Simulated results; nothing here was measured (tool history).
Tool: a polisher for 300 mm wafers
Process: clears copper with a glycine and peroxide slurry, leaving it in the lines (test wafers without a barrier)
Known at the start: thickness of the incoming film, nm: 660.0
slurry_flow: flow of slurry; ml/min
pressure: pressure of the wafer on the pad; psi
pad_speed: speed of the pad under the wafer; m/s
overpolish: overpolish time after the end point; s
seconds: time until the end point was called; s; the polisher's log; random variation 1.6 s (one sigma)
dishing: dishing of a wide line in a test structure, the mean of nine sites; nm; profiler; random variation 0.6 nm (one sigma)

run 1 hour=0.0 | slurry_flow=270 pressure=3.1 pad_speed=1.10 overpolish=20 | seconds=96.499 dishing=69.826
run 2 hour=5.5 | slurry_flow=295 pressure=3.1 pad_speed=1.10 overpolish=20 | seconds=94.898 dishing=70.233
run 3 hour=13.9 | slurry_flow=290 pressure=3.0 pad_speed=1.10 overpolish=20 | seconds=97.421 dishing=68.656
run 4 hour=22.6 | slurry_flow=260 pressure=3.0 pad_speed=1.10 overpolish=20 | seconds=99.782 dishing=70.092
run 5 hour=23.2 | slurry_flow=255 pressure=2.9 pad_speed=1.10 overpolish=20 | seconds=99.661 dishing=67.563
run 6 hour=28.2 | slurry_flow=255 pressure=2.9 pad_speed=1.22 overpolish=20 | seconds=92.751 dishing=71.702

The next listed run, before its measurement:
run 7 hour=32.8 | slurry_flow=255 pressure=2.9 pad_speed=1.22 overpolish=20 | seconds=? dishing=?

{"run 7": {"seconds": 95.477, "dishing": 70.644}}
